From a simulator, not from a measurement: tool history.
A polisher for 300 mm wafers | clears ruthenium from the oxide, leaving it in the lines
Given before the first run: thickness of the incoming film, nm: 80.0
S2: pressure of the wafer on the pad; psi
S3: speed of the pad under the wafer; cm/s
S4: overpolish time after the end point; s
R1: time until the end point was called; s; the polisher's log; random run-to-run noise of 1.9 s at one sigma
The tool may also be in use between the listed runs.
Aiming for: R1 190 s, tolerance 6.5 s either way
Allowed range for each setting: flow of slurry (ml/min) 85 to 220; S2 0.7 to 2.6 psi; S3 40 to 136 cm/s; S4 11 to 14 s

Run 1, hour 0: flow of slurry (ml/min) 140, S2 1.6 psi, S3 88 cm/s, S4 14 s. Result: R1 112.31 s.
Run 2, hour 6.5: flow of slurry (ml/min) 135, S2 1.4 psi, S3 88 cm/s, S4 14 s. Result: R1 130.25 s.
Run 3, hour 7.6: flow of slurry (ml/min) 135, S2 1.4 psi, S3 88 cm/s, S4 11 s. Result: R1 129.57 s.
Run 4, hour 12.1: flow of slurry (ml/min) 130, S2 1.2 psi, S3 88 cm/s, S4 11 s. Result: R1 150.82 s.
Run 5, hour 19.9: flow of slurry (ml/min) 125, S2 1.1 psi, S3 88 cm/s, S4 11 s. Result: R1 168.65 s.
Run 6, hour 25.3: flow of slurry (ml/min) 115, S2 1.1 psi, S3 88 cm/s, S4 11 s. Result: R1 170.95 s.
Run 7, hour 26.4: flow of slurry (ml/min) 110, S2 1.1 psi, S3 88 cm/s, S4 11 s. Result: R1 170.11 s.
Run 8, hour 31.2: flow of slurry (ml/min) 105, S2 1.1 psi, S3 88 cm/s, S4 11 s. Result: R1 176.86 s.
Run 9, hour 39.9: flow of slurry (ml/min) 100, S2 1.1 psi, S3 88 cm/s, S4 11 s. Result: R1 173.74 s.
Run 10, hour 42.5: flow of slurry (ml/min) 95, S2 1 psi, S3 88 cm/s, S4 11 s. Result: R1 199.01 s.
Run 11, hour 46.8: flow of slurry (ml/min) 95, S2 1 psi, S3 88 cm/s, S4 11 s. Result: R1 197.07 s.

Which of these 4 next moves meets every target?
Run A, hour 51.1: flow of slurry (ml/min) 110, S2 1 psi, S3 76 cm/s, S4 12 s. Result: R1 ?.
Run B, hour 51.1: flow of slurry (ml/min) 90, S2 1.1 psi, S3 84 cm/s, S4 11 s. Result: R1 ?.
Run C, hour 51.1: flow of slurry (ml/min) 105, S2 1 psi, S3 80 cm/s, S4 12 s. Result: R1 ?.
Run D, hour 51.1: flow of slurry (ml/min) 90, S2 1.1 psi, S3 78 cm/s, S4 11 s. Result: R1 ?.

move      R1
   A  209.46
   B  189.62
   C  204.84
   D  199.61
A: its largest miss is bigger than the last run's
B: every result within its allowed miss
C: its largest miss is bigger than the last run's
D: its largest miss is bigger than the last run's
Move B is the one to make.
